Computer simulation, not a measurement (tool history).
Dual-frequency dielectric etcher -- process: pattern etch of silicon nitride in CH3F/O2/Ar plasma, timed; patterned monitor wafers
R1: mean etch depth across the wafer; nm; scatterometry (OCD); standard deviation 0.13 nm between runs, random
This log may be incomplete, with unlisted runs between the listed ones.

Run 1, hour 0: source power (W) 280, bias power (W) 63, etch time (s) 41. Result: R1 27.284 nm.
Run 2, hour 5.3: source power (W) 280, bias power (W) 63, etch time (s) 37.5. Result: R1 24.888 nm.
Run 3, hour 7.1: source power (W) 320, bias power (W) 63, etch time (s) 37.5. Result: R1 26.261 nm.
Run 4, hour 11.7: source power (W) 290, bias power (W) 61, etch time (s) 37.5. Result: R1 24.972 nm.
Run 5, hour 19: source power (W) 270, bias power (W) 60, etch time (s) 37.5. Result: R1 24.2 nm.
Run 6, hour 23.5: source power (W) 270, bias power (W) 60, etch time (s) 37.5. Result: R1 24.096 nm.

Predict the results of run 7:
Run 7, hour 30.3: source power (W) 260, bias power (W) 60, etch time (s) 37.5. Result: R1 ?.

For run 7 the tool returned R1 23.907 nm.
